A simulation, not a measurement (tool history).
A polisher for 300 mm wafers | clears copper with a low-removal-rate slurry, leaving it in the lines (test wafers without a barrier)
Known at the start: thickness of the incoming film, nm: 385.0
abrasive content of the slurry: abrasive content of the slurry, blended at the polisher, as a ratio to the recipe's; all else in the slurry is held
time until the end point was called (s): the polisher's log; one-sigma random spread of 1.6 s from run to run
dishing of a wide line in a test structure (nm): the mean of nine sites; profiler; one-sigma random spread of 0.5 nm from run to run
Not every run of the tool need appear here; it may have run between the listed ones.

| run | day | flow of slurry (ml/min) | pressure of the wafer on the pad (kPa) | speed of the pad under the wafer (m/s) | abrasive content of the slurry | overpolish time after the end point (s) | time until the end point was called (s) | dishing of a wide line in a test structure (nm) |
|---|---|---|---|---|---|---|---|---|
| 1 | 0 | 120 | 13.8 | 1.18 | 1 | 30 | 171.22 | 34.1 |
| 2 | 0.175 | 125 | 14.5 | 1.28 | 1 | 24 | 152.77 | 33.058 |
| 3 | 0.429 | 110 | 15.2 | 1.36 | 1.15 | 20 | 136.94 | 29.786 |
| 4 | 0.775 | 110 | 15.2 | 1.54 | 1.15 | 20 | 122.61 | 33.093 |
| 5 | 0.946 | 100 | 15.2 | 1.54 | 1.15 | 20 | 122.4 | 32.87 |
| 6 | 1.088 | 100 | 15.2 | 1.54 | 1.15 | 14 | 125.09 | 26.734 |

What does the tool deliver on the next run?
| 7 | 1.45 | 90 | 15.9 | 1.52 | 1.25 | 13 | ? | ? |

Run 7 came out at time until the end point was called (s) 119.16, dishing of a wide line in a test structure (nm) 26.336.
